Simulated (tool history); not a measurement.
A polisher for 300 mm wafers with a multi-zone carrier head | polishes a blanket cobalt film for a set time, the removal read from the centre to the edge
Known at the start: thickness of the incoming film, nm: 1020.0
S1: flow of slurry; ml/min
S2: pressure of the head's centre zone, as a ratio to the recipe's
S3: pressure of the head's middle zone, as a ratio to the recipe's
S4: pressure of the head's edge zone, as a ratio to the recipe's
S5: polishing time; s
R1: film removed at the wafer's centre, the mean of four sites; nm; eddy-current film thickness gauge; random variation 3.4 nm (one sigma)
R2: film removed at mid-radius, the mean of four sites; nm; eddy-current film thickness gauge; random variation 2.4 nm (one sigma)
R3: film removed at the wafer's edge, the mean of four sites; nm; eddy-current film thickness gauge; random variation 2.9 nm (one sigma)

{"run": 1, "hour": 0.0, "S1": 205, "S2": 1, "S3": 1, "S4": 1, "S5": 72, "R1": 419.23, "R2": 417.39, "R3": 424.58}
{"run": 2, "hour": 2.2, "S1": 205, "S2": 1, "S3": 1, "S4": 0.95, "S5": 72, "R1": 426.07, "R2": 415.52, "R3": 423.74}
{"run": 3, "hour": 7.7, "S1": 205, "S2": 1, "S3": 1.02, "S4": 0.94, "S5": 69, "R1": 401.79, "R2": 403.81, "R3": 403.59}
{"run": 4, "hour": 11.0, "S1": 205, "S2": 1.01, "S3": 1.04, "S4": 0.93, "S5": 67, "R1": 394.59, "R2": 399.25, "R3": 385.36}
{"run": 5, "hour": 17.2, "S1": 205, "S2": 1.01, "S3": 1.05, "S4": 0.92, "S5": 66, "R1": 384.35, "R2": 398.06, "R3": 372.35}
{"run": 6, "hour": 24.9, "S1": 200, "S2": 1.01, "S3": 1.05, "S4": 0.91, "S5": 65, "R1": 383.49, "R2": 389.88, "R3": 375.02}

The next listed run, before its measurement:
{"run": 7, "hour": 26.0, "S1": 205, "S2": 1.01, "S3": 1.06, "S4": 0.91, "S5": 63, "R1": "?", "R2": "?", "R3": "?"}

{"run 7": {"R1": 366.24, "R2": 384.66, "R3": 359.34}}
